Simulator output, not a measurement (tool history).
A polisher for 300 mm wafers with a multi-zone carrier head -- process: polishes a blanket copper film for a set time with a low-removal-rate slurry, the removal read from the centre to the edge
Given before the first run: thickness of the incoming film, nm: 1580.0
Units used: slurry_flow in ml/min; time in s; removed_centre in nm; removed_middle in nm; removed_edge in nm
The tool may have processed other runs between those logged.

{"run": 1, "hour": 0.0, "slurry_flow": 220, "centre_zone": 1.0, "middle_zone": 1.0, "edge_zone": 1.0, "slurry_solids": 1.0, "time": 44, "removed_centre": 114.61, "removed_middle": 110.37, "removed_edge": 109.31}
{"run": 2, "hour": 4.9, "slurry_flow": 220, "centre_zone": 1.05, "middle_zone": 1.0, "edge_zone": 1.0, "slurry_solids": 1.0, "time": 44, "removed_centre": 117.88, "removed_middle": 110.13, "removed_edge": 111.46}
{"run": 3, "hour": 7.8, "slurry_flow": 220, "centre_zone": 1.05, "middle_zone": 1.0, "edge_zone": 1.0, "slurry_solids": 1.0, "time": 48, "removed_centre": 128.16, "removed_middle": 117.59, "removed_edge": 119.09}
{"run": 4, "hour": 15.1, "slurry_flow": 220, "centre_zone": 1.05, "middle_zone": 0.93, "edge_zone": 1.0, "slurry_solids": 1.0, "time": 48, "removed_centre": 128.94, "removed_middle": 111.74, "removed_edge": 119.92}
{"run": 5, "hour": 19.9, "slurry_flow": 220, "centre_zone": 1.05, "middle_zone": 1.0, "edge_zone": 1.0, "slurry_solids": 1.0, "time": 48, "removed_centre": 129.18, "removed_middle": 119.78, "removed_edge": 121.95}
{"run": 6, "hour": 28.1, "slurry_flow": 220, "centre_zone": 1.05, "middle_zone": 0.96, "edge_zone": 1.0, "slurry_solids": 1.0, "time": 48, "removed_centre": 130.57, "removed_middle": 114.96, "removed_edge": 121.93}

Forecast run 7:
{"run": 7, "hour": 30.8, "slurry_flow": 220, "centre_zone": 1.04, "middle_zone": 0.97, "edge_zone": 1.05, "slurry_solids": 1.15, "time": 49, "removed_centre": "?", "removed_middle": "?", "removed_edge": "?"}

removed_centre: 136.75 nm
removed_middle: 122.23 nm
removed_edge: 133.43 nm

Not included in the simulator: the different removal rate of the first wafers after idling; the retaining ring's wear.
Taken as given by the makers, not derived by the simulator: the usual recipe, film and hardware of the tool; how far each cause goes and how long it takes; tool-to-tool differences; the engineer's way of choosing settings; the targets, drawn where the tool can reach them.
